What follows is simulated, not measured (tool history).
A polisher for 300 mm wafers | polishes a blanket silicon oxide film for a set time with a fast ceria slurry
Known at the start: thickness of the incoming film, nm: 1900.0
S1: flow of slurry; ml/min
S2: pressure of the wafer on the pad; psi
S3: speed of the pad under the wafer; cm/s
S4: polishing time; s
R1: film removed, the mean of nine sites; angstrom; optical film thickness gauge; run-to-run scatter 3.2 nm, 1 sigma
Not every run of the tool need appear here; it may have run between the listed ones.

run 1 hour=0 | S1=125 S2=2.4 S3=116 S4=18 | R1=3378.8
run 2 hour=2.7 | S1=125 S2=2.2 S3=116 S4=18 | R1=3072.2
run 3 hour=8.8 | S1=125 S2=2.1 S3=116 S4=18 | R1=2926.3
run 4 hour=15.1 | S1=125 S2=2.1 S3=116 S4=18 | R1=3027.6
run 5 hour=16.4 | S1=125 S2=2.1 S3=116 S4=16 | R1=2631.5
run 6 hour=17.3 | S1=125 S2=2.1 S3=132 S4=16 | R1=2954.8
run 7 hour=19.9 | S1=125 S2=2 S3=132 S4=16 | R1=2871.9
run 8 hour=24.5 | S1=125 S2=2 S3=132 S4=16 | R1=2873.5
run 9 hour=28.5 | S1=125 S2=1.9 S3=132 S4=16 | R1=2770.7
run 10 hour=32.9 | S1=115 S2=1.4 S3=130 S4=16 | R1=2068.6

What will run 11 give?
run 11 hour=36.2 | S1=120 S2=1.4 S3=130 S4=16 | R1=?

R1: 2040.5 angstrom
